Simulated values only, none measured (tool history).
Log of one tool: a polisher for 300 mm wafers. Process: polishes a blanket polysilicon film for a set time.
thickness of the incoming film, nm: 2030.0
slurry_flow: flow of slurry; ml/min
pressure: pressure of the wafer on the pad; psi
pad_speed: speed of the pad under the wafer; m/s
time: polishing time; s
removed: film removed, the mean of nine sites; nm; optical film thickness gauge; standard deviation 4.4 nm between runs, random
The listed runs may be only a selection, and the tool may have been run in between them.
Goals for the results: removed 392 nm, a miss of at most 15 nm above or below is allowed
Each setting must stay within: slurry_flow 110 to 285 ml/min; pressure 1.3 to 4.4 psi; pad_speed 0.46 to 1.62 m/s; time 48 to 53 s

run,day,slurry_flow,pressure,pad_speed,time,removed
1,0,180,2.8,1.04,53,516.86
2,0.046,180,2.8,1.04,48,467.98
3,0.417,180,2.8,1.04,53,520.02
4,0.762,180,3.5,1.04,53,600.84
5,1.092,210,3.5,1.04,53,612.09
6,1.196,210,3.5,1.04,53,613.91
7,1.475,210,3.1,1.02,53,544.8
8,1.571,210,2.8,1.02,53,515.51

Pick the move, out of 5, that brings all results within their allowed miss; only one does.
A,1.667,155,2.5,0.98,48,?
B,1.667,230,3.5,0.8,48,?
C,1.667,250,2.2,0.98,52,?
D,1.667,235,2.6,0.92,51,?
E,1.667,230,2.7,0.96,48,?

move,removed
A,404.53
B,440.94
C,429.81
D,438.06
E,439.39
A: all results in spec
B: nearer the targets than the last run, but a result is still out of spec
C: nearer the targets than the last run, but a result is still out of spec
D: nearer the targets than the last run, but a result is still out of spec
E: nearer the targets than the last run, but a result is still out of spec
A meets every target.

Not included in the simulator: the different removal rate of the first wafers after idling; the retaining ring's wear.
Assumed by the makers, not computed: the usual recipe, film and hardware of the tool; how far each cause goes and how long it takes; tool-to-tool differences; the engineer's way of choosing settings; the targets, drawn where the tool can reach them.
